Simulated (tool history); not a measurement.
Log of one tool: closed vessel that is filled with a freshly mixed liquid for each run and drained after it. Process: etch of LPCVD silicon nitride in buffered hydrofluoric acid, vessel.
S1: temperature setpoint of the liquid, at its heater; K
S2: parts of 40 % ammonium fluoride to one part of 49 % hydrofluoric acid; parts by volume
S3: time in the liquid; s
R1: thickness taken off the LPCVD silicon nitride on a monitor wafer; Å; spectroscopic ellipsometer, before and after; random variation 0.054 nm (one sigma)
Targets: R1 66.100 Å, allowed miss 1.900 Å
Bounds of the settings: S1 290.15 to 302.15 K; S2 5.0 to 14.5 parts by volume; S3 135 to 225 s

{"run": 1, "hour": 0.0, "S1": 294.15, "S2": 9.0, "S3": 225, "R1": 32.651}
{"run": 2, "hour": 8.8, "S1": 294.15, "S2": 6.5, "S3": 225, "R1": 45.57}
{"run": 3, "hour": 16.0, "S1": 295.65, "S2": 6.5, "S3": 225, "R1": 49.835}
{"run": 4, "hour": 24.0, "S1": 297.15, "S2": 6.5, "S3": 225, "R1": 54.516}
{"run": 5, "hour": 29.4, "S1": 297.15, "S2": 8.5, "S3": 225, "R1": 41.052}
{"run": 6, "hour": 34.8, "S1": 297.15, "S2": 8.5, "S3": 135, "R1": 24.432}
{"run": 7, "hour": 36.7, "S1": 297.15, "S2": 7.5, "S3": 160, "R1": 34.003}
{"run": 8, "hour": 45.5, "S1": 298.65, "S2": 7.0, "S3": 180, "R1": 43.706}
{"run": 9, "hour": 53.1, "S1": 299.65, "S2": 6.5, "S3": 180, "R1": 49.465}
{"run": 10, "hour": 56.9, "S1": 300.15, "S2": 6.0, "S3": 180, "R1": 55.288}
{"run": 11, "hour": 60.8, "S1": 300.65, "S2": 6.0, "S3": 180, "R1": 57.007}
{"run": 12, "hour": 62.4, "S1": 301.15, "S2": 6.0, "S3": 180, "R1": 57.578}
{"run": 13, "hour": 68.3, "S1": 301.65, "S2": 5.5, "S3": 180, "R1": 64.09}
{"run": 14, "hour": 73.7, "S1": 301.65, "S2": 5.5, "S3": 180, "R1": 63.064}

4 next moves are on the table. One of them brings every result within its allowed miss. Which?
{"run": "A", "hour": 79.1, "S1": 299.65, "S2": 7.0, "S3": 225, "R1": "?"}
{"run": "B", "hour": 79.1, "S1": 300.65, "S2": 7.0, "S3": 215, "R1": "?"}
{"run": "C", "hour": 79.1, "S1": 297.15, "S2": 5.0, "S3": 220, "R1": "?"}
{"run": "D", "hour": 79.1, "S1": 299.15, "S2": 6.0, "S3": 210, "R1": "?"}

move=A R1=58.160
move=B R1=58.622
move=C R1=66.254
move=D R1=60.393
A: further off than the last run
B: further off than the last run
C: meets every target
D: further off than the last run
The right move is C.
